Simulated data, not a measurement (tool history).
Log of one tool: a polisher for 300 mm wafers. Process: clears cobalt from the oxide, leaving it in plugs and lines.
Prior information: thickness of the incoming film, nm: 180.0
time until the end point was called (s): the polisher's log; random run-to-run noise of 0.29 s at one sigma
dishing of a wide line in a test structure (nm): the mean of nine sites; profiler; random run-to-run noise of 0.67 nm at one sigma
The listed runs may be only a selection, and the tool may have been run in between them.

run  hour  flow of slurry (ml/min)  pressure of the wafer on the pad (psi)  speed of the pad under the wafer (m/s)  overpolish time after the end point (s)  time until the end point was called (s)  dishing of a wide line in a test structure (nm)
  1   0.0                      320                                     1.6                                    1.04                                       18                                   54.651                                           42.406
  2   2.9                      320                                     1.6                                    1.04                                       13                                   53.684                                           35.156
  3   4.2                      320                                     1.7                                    1.04                                       12                                   51.916                                           34.172
  4  12.8                      320                                     2.0                                    1.04                                       12                                   43.730                                           38.231
  5  13.5                      320                                     2.1                                    1.06                                       11                                   41.360                                           37.030
  6  17.6                      320                                     2.1                                    0.84                                       11                                   52.377                                           30.217
  7  23.7                      340                                     2.2                                    0.88                                       10                                   46.765                                           30.022
  8  24.8                      355                                     2.3                                    0.92                                        9                                   42.893                                           29.298
  9  28.6                      360                                     2.3                                    0.96                                        8                                   41.558                                           28.923
 10  29.4                      370                                     2.3                                    1.00                                        8                                   39.702                                           29.274
 11  30.5                      460                                     2.6                                    1.18                                        5                                   29.948                                           24.958
 12  38.6                      450                                     2.6                                    1.18                                        5                                   30.577                                           24.443
 13  41.1                      440                                     2.6                                    1.20                                        5                                   29.786                                           26.766
 14  47.8                      435                                     2.6                                    1.22                                        5                                   29.036                                           26.661
 15  51.0                      440                                     2.6                                    1.26                                        9                                   28.090                                           41.112
 16  58.1                      450                                     2.6                                    1.26                                        7                                   28.414                                           35.285
     63.6  -- head pressure recalibrated
 17  63.6                      450                                     2.6                                    1.26                                        7                                   26.544                                           35.954
 18  67.6                      450                                     2.6                                    1.26                                        7                                   26.217                                           35.135
 19  71.1                      455                                     2.6                                    1.26                                        7                                   26.744                                           36.972
 20  72.2                      365                                     2.5                                    1.26                                        5                                   27.971                                           25.796
 21  72.8                      370                                     2.5                                    1.26                                        5                                   27.157                                           26.508

What will run 22 give?
 22  74.9                      360                                     2.5                                    1.26                                       10                                        ?                                                ?

For run 22 the tool returned time until the end point was called (s) 27.986, dishing of a wide line in a test structure (nm) 48.413.
